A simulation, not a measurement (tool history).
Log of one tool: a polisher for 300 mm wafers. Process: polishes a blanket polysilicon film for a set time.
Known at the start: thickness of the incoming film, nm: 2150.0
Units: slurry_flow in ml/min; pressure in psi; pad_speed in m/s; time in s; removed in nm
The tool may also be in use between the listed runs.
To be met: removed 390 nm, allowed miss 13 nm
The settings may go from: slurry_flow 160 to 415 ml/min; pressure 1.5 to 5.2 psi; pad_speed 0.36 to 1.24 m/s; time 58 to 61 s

run	hour	slurry_flow	pressure	pad_speed	time	removed
1	0	265	3.3	0.8	58	604.8
2	2.8	265	3	0.8	58	553.78
3	11.7	265	3	0.8	61	593.16
4	14.6	265	2.7	0.8	61	529.34
5	18.1	265	2.3	0.8	61	448.85
6	20.8	235	2.3	0.8	61	442.04
7	26.6	230	2.2	0.8	61	425.78
8	34.1	225	2.2	0.8	61	431.37
9	42.5	225	2.1	0.8	61	405.19
10	50.6	220	2.1	0.8	61	400.81
11	55.6	215	2.1	0.8	61	403.53
12	60.4	210	2.1	0.8	61	400.62

4 next moves are on the table. One of them brings every result within its allowed miss. Which?
A	65.2	180	2.4	0.76	59	?
B	65.2	190	2.1	0.82	58	?
C	65.2	200	2.1	0.84	61	?
D	65.2	205	2.6	0.68	61	?

move	removed
A	410.19
B	382.09
C	413.01
D	421.74
A: further off than the last run
B: meets every target
C: further off than the last run
D: further off than the last run
Answer: B
